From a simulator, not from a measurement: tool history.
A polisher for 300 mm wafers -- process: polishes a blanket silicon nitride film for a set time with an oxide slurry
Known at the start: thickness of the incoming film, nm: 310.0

run	day	flow of slurry (ml/min)	pressure of the wafer on the pad (psi)	speed of the pad under the wafer (cm/s)	abrasive content of the slurry	polishing time (s)	film removed (nm)
1	0.000	230	4.5	90	1.0	23	18.610
2	0.117	230	4.5	90	0.8	23	15.673
3	0.275	230	4.2	90	0.8	23	14.625
4	0.633	180	4.2	90	0.8	23	14.378
5	0.850	180	4.0	90	0.8	23	13.469
6	1.092	180	3.8	90	0.8	23	12.918
7	1.146	180	3.7	90	0.8	23	12.556
8	1.275	180	3.6	90	0.8	23	12.514
9	1.533	180	3.5	90	0.8	23	11.869

Run 10 is up next; what results do you expect?
10	1.675	180	3.4	90	0.8	23	?

film removed (nm): 11.679
